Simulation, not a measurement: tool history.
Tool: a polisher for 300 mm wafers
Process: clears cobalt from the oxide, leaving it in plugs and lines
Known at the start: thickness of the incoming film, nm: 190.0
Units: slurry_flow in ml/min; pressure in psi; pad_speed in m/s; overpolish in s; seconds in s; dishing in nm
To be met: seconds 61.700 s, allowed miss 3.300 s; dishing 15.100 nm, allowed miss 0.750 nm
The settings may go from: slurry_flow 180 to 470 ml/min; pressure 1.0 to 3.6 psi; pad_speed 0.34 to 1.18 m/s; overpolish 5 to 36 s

run,hour,slurry_flow,pressure,pad_speed,overpolish,seconds,dishing
1,0.0,300,2.3,0.76,18,38.540,43.023
2,7.8,300,2.8,0.76,18,31.436,48.275
3,15.3,290,2.4,0.74,15,37.936,40.127
4,18.3,265,2.1,0.72,13,43.768,33.906
5,23.0,265,2.1,0.56,13,53.186,30.439
6,31.3,265,2.1,0.38,13,70.764,25.214
7,40.3,245,2.1,0.38,11,71.751,22.098
8,47.8,230,2.2,0.38,10,67.663,21.300
9,52.2,220,2.3,0.38,9,66.996,19.777
10,58.1,210,2.4,0.38,8,61.991,18.774
11,59.1,205,2.4,0.38,7,63.226,16.510
12,59.9,180,2.5,0.38,5,64.113,12.226
13,62.6,180,2.5,0.38,5,61.118,12.751
14,69.3,190,2.5,0.38,5,61.534,12.552
15,77.2,205,2.5,0.38,5,60.538,12.987
16,85.1,205,2.5,0.38,5,63.086,12.755

Which of these 4 next moves meets every target?
A,93.0,230,2.1,0.40,6,?,?
B,93.0,190,2.5,0.36,7,?,?
C,93.0,205,2.5,0.38,6,?,?
D,93.0,190,2.3,0.34,7,?,?

move,seconds,dishing
A,68.195,13.789
B,63.579,16.684
C,60.600,15.253
D,71.544,15.110
A: nearer than the last run, and not there yet
B: takes the result that was furthest off past its target
C: meets every target
D: brings the result that was furthest off to its target, and leaves another outside
Answer: C

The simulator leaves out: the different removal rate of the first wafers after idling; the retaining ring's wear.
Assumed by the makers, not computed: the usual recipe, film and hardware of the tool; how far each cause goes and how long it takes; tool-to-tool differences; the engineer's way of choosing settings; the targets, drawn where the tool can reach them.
